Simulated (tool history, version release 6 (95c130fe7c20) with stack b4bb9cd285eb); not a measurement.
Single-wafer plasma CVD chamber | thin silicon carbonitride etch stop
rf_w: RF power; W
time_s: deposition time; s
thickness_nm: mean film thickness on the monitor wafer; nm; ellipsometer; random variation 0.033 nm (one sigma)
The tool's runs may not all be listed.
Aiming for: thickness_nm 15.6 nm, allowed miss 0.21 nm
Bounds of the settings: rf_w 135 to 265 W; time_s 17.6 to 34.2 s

| run | hour | rf_w | time_s | thickness_nm |
|---|---|---|---|---|
| 1 | 0 | 200 | 25.9 | 13.66 |
| 2 | 5 | 200 | 24.4 | 12.862 |
| 3 | 6.9 | 200 | 26.9 | 14.148 |
| 4 | 13.4 | 200 | 25.4 | 13.373 |
| 5 | 19.2 | 200 | 21.8 | 11.476 |
| 6 | 20.7 | 225 | 21.8 | 12.04 |
| 7 | 23 | 235 | 23.2 | 13.114 |
| 8 | 28.4 | 245 | 24 | 13.788 |
| 9 | 37.2 | 265 | 26.8 | 15.851 |

Pick the move, out of 5, that brings all results within their allowed miss; only one does.
| A | 46 | 260 | 26.5 | ? |
| B | 46 | 265 | 27.3 | ? |
| C | 46 | 260 | 27.4 | ? |
| D | 46 | 255 | 27.5 | ? |
| E | 46 | 260 | 27.5 | ? |

| move | thickness_nm |
|---|---|
| A | 15.587 |
| B | 16.181 |
| C | 16.116 |
| D | 16.049 |
| E | 16.175 |
A: hits every target within its allowed miss
B: lands further from the targets than the last run did
C: lands further from the targets than the last run did
D: lands further from the targets than the last run did
E: lands further from the targets than the last run did
The right move is A.
